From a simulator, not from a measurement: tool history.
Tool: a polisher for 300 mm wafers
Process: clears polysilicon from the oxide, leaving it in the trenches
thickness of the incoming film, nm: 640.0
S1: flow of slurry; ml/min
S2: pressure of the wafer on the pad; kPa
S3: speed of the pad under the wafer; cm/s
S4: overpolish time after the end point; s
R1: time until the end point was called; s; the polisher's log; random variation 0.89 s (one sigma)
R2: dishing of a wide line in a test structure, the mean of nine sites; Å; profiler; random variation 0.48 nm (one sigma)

run  hour   S1    S2   S3  S4       R1      R2
  1   0.0  285  20.0  100  21   44.774  447.73
  2   2.7  285  20.0  112  21   39.264  441.34
  3  11.6  285  16.5  112  21   48.212  449.20
  4  14.1  260  14.5  106  17   56.891  434.45
  5  20.7  260  17.9  106  17   48.160  443.77
  6  29.0  260  17.9   96  17   52.243  455.02
  7  36.1  245  15.2   96  14   60.542  429.71
  8  42.8  275   9.7   86  22  102.510  414.00
  9  45.3  275  10.3   86  21   97.089  425.18
 10  54.3  250  10.3   86  21   97.763  417.66

Run 11 comes next. What will it give?
 11  59.3  235  12.4  86  21   ?   ?

{"run 11": {"R1": 82.282, "R2": 436.62}}
